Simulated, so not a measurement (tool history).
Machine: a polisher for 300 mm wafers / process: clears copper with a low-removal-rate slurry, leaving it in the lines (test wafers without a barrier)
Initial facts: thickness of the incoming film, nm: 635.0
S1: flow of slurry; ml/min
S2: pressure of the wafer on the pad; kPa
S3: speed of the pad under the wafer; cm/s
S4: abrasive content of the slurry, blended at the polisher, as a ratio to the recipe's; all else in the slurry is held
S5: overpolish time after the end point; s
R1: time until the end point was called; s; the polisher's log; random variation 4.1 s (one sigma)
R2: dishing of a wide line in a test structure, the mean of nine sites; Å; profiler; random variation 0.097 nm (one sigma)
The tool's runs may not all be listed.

| run | hour | S1 | S2 | S3 | S4 | S5 | R1 | R2 |
|---|---|---|---|---|---|---|---|---|
| 1 | 0.0 | 320 | 26.9 | 110 | 1.00 | 13 | 140.94 | 381.770 |
| 2 | 6.9 | 360 | 26.9 | 110 | 1.00 | 13 | 139.61 | 381.740 |
| 3 | 12.6 | 360 | 26.9 | 96 | 1.00 | 13 | 159.93 | 342.040 |
| 4 | 13.9 | 360 | 26.9 | 110 | 1.00 | 13 | 140.81 | 379.370 |
| 5 | 18.6 | 360 | 26.9 | 110 | 1.15 | 13 | 132.37 | 379.600 |
| 6 | 27.0 | 360 | 26.9 | 110 | 1.15 | 16 | 130.50 | 442.880 |
| 7 | 32.4 | 315 | 19.3 | 80 | 0.95 | 10 | 266.58 | 182.170 |
| 8 | 38.6 | 300 | 18.6 | 78 | 1.00 | 9 | 286.13 | 161.820 |
| 9 | 40.6 | 210 | 12.4 | 76 | 1.25 | 4 | 414.27 | 52.993 |
| 10 | 45.0 | 300 | 15.9 | 82 | 1.50 | 4 | 271.31 | 76.309 |
| 11 | 50.8 | 215 | 12.4 | 82 | 1.50 | 4 | 364.79 | 58.317 |
| 12 | 59.4 | 220 | 12.4 | 82 | 1.50 | 4 | 359.72 | 59.588 |

What does the tool deliver on the next run?
| 13 | 64.1 | 225 | 12.4 | 82 | 1.50 | 4 | ? | ? |

R1: 353.73 s
R2: 59.700 Å
